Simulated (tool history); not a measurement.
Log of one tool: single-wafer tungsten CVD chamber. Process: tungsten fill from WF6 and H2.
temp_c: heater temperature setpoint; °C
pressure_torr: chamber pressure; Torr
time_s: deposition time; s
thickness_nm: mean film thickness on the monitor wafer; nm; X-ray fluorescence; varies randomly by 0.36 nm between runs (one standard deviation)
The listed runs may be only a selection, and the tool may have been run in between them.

run	hour	temp_c	pressure_torr	time_s	thickness_nm
1	0.0	385	48.5	28.7	82.896
2	7.0	385	43.0	28.7	77.093
3	11.4	383	43.0	28.7	73.214
4	18.7	383	50.6	28.7	82.500
5	22.3	381	50.5	28.7	79.017
# hour 24.9: thermocouple changed; heater temperature recalibrated
6	24.9	385	50.5	28.7	79.264
7	29.9	381	49.2	28.7	72.201
8	31.3	380	49.2	28.7	71.067

Forecast run 9:
9	33.4	379	49.2	28.7	?

thickness_nm: 70.171 nm

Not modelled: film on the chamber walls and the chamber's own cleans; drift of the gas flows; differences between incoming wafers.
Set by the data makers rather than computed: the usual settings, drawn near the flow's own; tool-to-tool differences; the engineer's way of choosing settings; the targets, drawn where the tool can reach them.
